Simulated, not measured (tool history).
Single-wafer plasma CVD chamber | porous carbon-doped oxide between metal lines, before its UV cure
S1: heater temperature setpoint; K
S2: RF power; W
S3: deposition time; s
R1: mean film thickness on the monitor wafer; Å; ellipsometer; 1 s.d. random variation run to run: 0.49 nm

run 1 hour=0 | S1=583.15 S2=420 S3=29.9 | R1=1302.1
run 2 hour=1.1 | S1=587.15 S2=420 S3=29.9 | R1=1275.5
run 3 hour=6.4 | S1=582.15 S2=430 S3=29.9 | R1=1319.5
run 4 hour=11.5 | S1=578.15 S2=445 S3=29.9 | R1=1387.4
run 5 hour=15.9 | S1=575.15 S2=450 S3=29.9 | R1=1416.6
run 6 hour=22.8 | S1=575.15 S2=475 S3=29.9 | R1=1465.2
run 7 hour=30 | S1=573.15 S2=480 S3=29.9 | R1=1495
run 8 hour=30.8 | S1=572.15 S2=480 S3=29.9 | R1=1502.7
run 9 hour=33.4 | S1=571.15 S2=480 S3=29.9 | R1=1507.9
run 10 hour=35.3 | S1=570.15 S2=480 S3=29.9 | R1=1510

Forecast run 11:
run 11 hour=36.5 | S1=570.15 S2=480 S3=29.9 | R1=?

Run 11 yielded R1 1514.6 Å.

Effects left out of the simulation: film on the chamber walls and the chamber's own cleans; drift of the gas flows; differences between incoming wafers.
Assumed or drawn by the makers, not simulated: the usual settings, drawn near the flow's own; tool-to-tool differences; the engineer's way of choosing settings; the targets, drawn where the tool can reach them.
